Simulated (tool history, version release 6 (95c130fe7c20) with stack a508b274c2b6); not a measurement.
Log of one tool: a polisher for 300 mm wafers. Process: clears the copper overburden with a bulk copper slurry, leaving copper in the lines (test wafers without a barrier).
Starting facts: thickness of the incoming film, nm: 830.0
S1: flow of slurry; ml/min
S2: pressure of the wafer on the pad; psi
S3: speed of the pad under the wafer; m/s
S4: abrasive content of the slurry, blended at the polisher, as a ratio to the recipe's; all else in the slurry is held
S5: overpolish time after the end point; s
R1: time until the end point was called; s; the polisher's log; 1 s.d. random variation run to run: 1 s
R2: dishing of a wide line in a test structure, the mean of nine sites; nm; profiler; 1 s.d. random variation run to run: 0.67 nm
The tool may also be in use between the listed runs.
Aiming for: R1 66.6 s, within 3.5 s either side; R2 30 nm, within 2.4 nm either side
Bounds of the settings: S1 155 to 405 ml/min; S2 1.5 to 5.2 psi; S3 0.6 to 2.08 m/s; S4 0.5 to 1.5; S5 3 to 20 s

| run | day | S1 | S2 | S3 | S4 | S5 | R1 | R2 |
|---|---|---|---|---|---|---|---|---|
| 1 | 0 | 260 | 3.3 | 1.34 | 1 | 10 | 58.919 | 44.365 |
| 2 | 0.292 | 260 | 3.2 | 1.36 | 1 | 9 | 58.372 | 42.896 |
| 3 | 0.4 | 260 | 3 | 1.38 | 1 | 8 | 61.025 | 40.206 |
| 4 | 0.767 | 260 | 2.3 | 1.38 | 1 | 8 | 79.997 | 34.299 |
| 5 | 0.838 | 260 | 2.3 | 1.38 | 1 | 6 | 80.215 | 29.095 |
| 6 | 1.212 | 210 | 2.3 | 1.38 | 1 | 6 | 81.958 | 29.587 |
| 7 | 1.471 | 210 | 2.4 | 1.38 | 1 | 6 | 77.496 | 30.304 |
| 8 | 1.517 | 210 | 2.5 | 1.38 | 1 | 6 | 75.417 | 30.909 |
| 9 | 1.754 | 210 | 2.9 | 1.4 | 1 | 3 | 64.155 | 21.102 |
| 10 | 1.817 | 210 | 2.9 | 1.4 | 1 | 4 | 65.895 | 26.265 |

Pick the move, out of 5, that brings all results within their allowed miss; only one does.
| A | 1.879 | 215 | 3 | 1.34 | 1.05 | 3 | ? | ? |
| B | 1.879 | 175 | 2.7 | 1.5 | 0.95 | 5 | ? | ? |
| C | 1.879 | 165 | 3.2 | 1.32 | 1.1 | 3 | ? | ? |
| D | 1.879 | 225 | 2.9 | 1.36 | 0.95 | 4 | ? | ? |
| E | 1.879 | 245 | 2.7 | 1.56 | 0.85 | 3 | ? | ? |

| move | R1 | R2 |
|---|---|---|
| A | 62.834 | 22.448 |
| B | 66.005 | 30.935 |
| C | 61.875 | 22.744 |
| D | 65.168 | 26.941 |
| E | 62.098 | 22.594 |
A: its largest miss is bigger than the last run's
B: all results in spec
C: its largest miss is bigger than the last run's
D: closer than the last run, but not yet in spec
E: its largest miss is bigger than the last run's
Go with B: it meets all targets.

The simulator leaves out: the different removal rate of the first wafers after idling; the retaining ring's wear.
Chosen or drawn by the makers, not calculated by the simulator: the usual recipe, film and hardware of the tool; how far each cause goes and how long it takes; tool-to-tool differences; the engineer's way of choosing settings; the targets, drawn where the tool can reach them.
